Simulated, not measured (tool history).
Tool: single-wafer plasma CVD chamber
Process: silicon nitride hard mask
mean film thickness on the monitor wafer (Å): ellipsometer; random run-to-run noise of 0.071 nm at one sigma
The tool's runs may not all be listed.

| run | hour | heater temperature setpoint (K) | chamber pressure (Pa) | RF power (W) | deposition time (s) | mean film thickness on the monitor wafer (Å) |
|---|---|---|---|---|---|---|
| 1 | 0.0 | 673.15 | 175 | 325 | 14.0 | 149.42 |
| 2 | 7.7 | 664.15 | 175 | 325 | 14.0 | 151.27 |
| 3 | 8.9 | 664.15 | 175 | 325 | 14.0 | 151.98 |
| 4 | 17.2 | 664.15 | 165 | 320 | 14.0 | 148.22 |
| 5 | 19.7 | 664.15 | 157 | 315 | 14.0 | 145.04 |
| 6 | 22.0 | 664.15 | 151 | 310 | 14.0 | 143.37 |
| 7 | 28.7 | 664.15 | 145 | 305 | 14.0 | 139.08 |
| 8 | 37.6 | 664.15 | 140 | 305 | 14.0 | 136.56 |
| 9 | 45.4 | 664.15 | 136 | 305 | 14.0 | 137.07 |
| 10 | 49.0 | 664.15 | 132 | 305 | 14.0 | 135.53 |
| 11 | 56.3 | 664.15 | 128 | 305 | 14.0 | 134.72 |
| 12 | 60.8 | 664.15 | 124 | 305 | 14.0 | 134.56 |
| 13 | 65.6 | 664.15 | 121 | 305 | 14.0 | 133.87 |
| 14 | 69.5 | 664.15 | 119 | 305 | 14.0 | 132.55 |
| 15 | 78.2 | 664.15 | 117 | 305 | 14.0 | 132.79 |
| 16 | 81.8 | 664.15 | 116 | 305 | 14.0 | 132.07 |
| 17 | 89.9 | 664.15 | 115 | 305 | 14.0 | 131.53 |

Run 18 is up next; what results do you expect?
| 18 | 96.0 | 664.15 | 113 | 305 | 14.0 | ? |

{"run 18": {"mean film thickness on the monitor wafer (Å)": 131.6}}

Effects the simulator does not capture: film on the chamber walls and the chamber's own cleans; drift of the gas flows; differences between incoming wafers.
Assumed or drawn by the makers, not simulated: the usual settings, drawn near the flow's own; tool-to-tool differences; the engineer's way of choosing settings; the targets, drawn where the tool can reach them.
